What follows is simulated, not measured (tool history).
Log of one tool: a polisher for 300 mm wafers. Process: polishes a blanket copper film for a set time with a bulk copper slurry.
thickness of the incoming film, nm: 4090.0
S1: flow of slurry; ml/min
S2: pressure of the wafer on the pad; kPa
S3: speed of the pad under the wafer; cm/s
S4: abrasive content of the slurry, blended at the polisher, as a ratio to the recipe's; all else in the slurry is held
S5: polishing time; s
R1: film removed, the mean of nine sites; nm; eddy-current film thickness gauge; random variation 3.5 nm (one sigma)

Run 1, hour 0: S1 160 ml/min, S2 13.1 kPa, S3 98 cm/s, S4 1, S5 87 s. Result: R1 513.97 nm.
Run 2, hour 6.7: S1 160 ml/min, S2 13.1 kPa, S3 110 cm/s, S4 1, S5 87 s. Result: R1 553.51 nm.
Run 3, hour 10.6: S1 180 ml/min, S2 13.1 kPa, S3 110 cm/s, S4 1, S5 87 s. Result: R1 554.99 nm.
Run 4, hour 12.3: S1 180 ml/min, S2 11.7 kPa, S3 108 cm/s, S4 1, S5 87 s. Result: R1 499.83 nm.
Run 5, hour 18.4: S1 180 ml/min, S2 10.3 kPa, S3 104 cm/s, S4 1, S5 87 s. Result: R1 426.88 nm.
Run 6, hour 24.3: S1 180 ml/min, S2 9.7 kPa, S3 104 cm/s, S4 1, S5 87 s. Result: R1 390.94 nm.
Run 7, hour 31.8: S1 180 ml/min, S2 9 kPa, S3 104 cm/s, S4 1, S5 87 s. Result: R1 374.08 nm.
Run 8, hour 37: S1 180 ml/min, S2 8.3 kPa, S3 104 cm/s, S4 1, S5 87 s. Result: R1 346.31 nm.
Run 9, hour 39: S1 170 ml/min, S2 6.2 kPa, S3 104 cm/s, S4 1, S5 87 s. Result: R1 264.56 nm.

Forecast run 10:
At hour 47.1: slurry blender recalibrated.
Run 10, hour 47.1: S1 175 ml/min, S2 6.2 kPa, S3 104 cm/s, S4 1, S5 87 s. Result: R1 ?.

R1: 275.41 nm

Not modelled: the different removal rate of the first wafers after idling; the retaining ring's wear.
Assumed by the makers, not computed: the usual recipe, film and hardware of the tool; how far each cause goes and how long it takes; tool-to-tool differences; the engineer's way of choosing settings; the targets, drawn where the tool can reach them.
